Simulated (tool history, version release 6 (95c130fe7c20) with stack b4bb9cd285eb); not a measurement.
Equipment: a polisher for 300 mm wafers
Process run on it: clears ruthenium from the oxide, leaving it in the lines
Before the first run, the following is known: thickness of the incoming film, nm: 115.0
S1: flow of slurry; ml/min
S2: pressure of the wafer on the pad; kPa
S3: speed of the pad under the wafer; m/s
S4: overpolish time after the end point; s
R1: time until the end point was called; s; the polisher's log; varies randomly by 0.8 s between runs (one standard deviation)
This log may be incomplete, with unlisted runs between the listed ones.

run 1 day=0.000 | S1=150 S2=11.7 S3=0.98 S4=39 | R1=133.34
run 2 day=0.300 | S1=150 S2=10.3 S3=0.98 S4=39 | R1=152.79
run 3 day=0.450 | S1=185 S2=10.3 S3=0.98 S4=39 | R1=147.16
run 4 day=0.562 | S1=185 S2=13.1 S3=0.98 S4=39 | R1=116.82
run 5 day=0.829 | S1=185 S2=13.1 S3=0.98 S4=41 | R1=116.96
run 6 day=0.904 | S1=185 S2=13.8 S3=0.98 S4=41 | R1=111.74
run 7 day=1.254 | S1=185 S2=14.5 S3=0.98 S4=41 | R1=105.04
run 8 day=1.500 | S1=185 S2=15.2 S3=0.98 S4=41 | R1=100.97

Run 9 has not been measured yet. What should we expect?
run 9 day=1.750 | S1=185 S2=15.2 S3=0.98 S4=41 | R1=?

{"run 9": {"R1": 101.97}}

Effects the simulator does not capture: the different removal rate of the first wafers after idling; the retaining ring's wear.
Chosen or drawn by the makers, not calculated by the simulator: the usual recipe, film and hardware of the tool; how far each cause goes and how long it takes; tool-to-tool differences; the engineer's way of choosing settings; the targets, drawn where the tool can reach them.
